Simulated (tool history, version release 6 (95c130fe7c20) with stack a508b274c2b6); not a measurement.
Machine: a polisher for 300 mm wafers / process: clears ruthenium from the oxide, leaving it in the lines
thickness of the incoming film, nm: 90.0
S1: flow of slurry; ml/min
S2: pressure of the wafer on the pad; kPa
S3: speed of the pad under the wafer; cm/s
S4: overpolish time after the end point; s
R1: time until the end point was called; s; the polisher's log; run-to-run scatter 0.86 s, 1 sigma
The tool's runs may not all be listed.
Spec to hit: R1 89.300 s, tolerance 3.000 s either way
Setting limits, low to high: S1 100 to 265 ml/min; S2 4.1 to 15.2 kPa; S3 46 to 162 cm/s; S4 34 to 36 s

| run | hour | S1 | S2 | S3 | S4 | R1 |
|---|---|---|---|---|---|---|
| 1 | 0.0 | 170 | 9.7 | 104 | 34 | 126.750 |
| 2 | 2.2 | 170 | 9.7 | 88 | 34 | 148.940 |
| 3 | 5.6 | 170 | 9.7 | 88 | 36 | 147.200 |
| 4 | 11.4 | 170 | 11.0 | 88 | 36 | 127.890 |
| 5 | 19.8 | 170 | 12.4 | 88 | 36 | 117.230 |
| 6 | 21.9 | 200 | 12.4 | 88 | 36 | 111.910 |
| 7 | 30.2 | 205 | 12.4 | 88 | 36 | 115.000 |
| 8 | 35.0 | 205 | 13.1 | 88 | 36 | 105.870 |
| 9 | 42.2 | 205 | 13.1 | 88 | 36 | 108.070 |
| 10 | 50.8 | 205 | 14.5 | 90 | 36 | 95.896 |

Exactly one of the 4 candidate moves below puts every result within its allowed miss. Which one?
| A | 59.4 | 210 | 11.7 | 96 | 34 | ? |
| B | 59.4 | 195 | 13.8 | 100 | 34 | ? |
| C | 59.4 | 200 | 13.8 | 88 | 34 | ? |
| D | 59.4 | 160 | 11.7 | 108 | 34 | ? |

| move | R1 |
|---|---|
| A | 109.080 |
| B | 90.388 |
| C | 101.910 |
| D | 101.540 |
A: misses by more than the last run did
B: hits every target within its allowed miss
C: misses by more than the last run did
D: misses by more than the last run did
B meets every target.

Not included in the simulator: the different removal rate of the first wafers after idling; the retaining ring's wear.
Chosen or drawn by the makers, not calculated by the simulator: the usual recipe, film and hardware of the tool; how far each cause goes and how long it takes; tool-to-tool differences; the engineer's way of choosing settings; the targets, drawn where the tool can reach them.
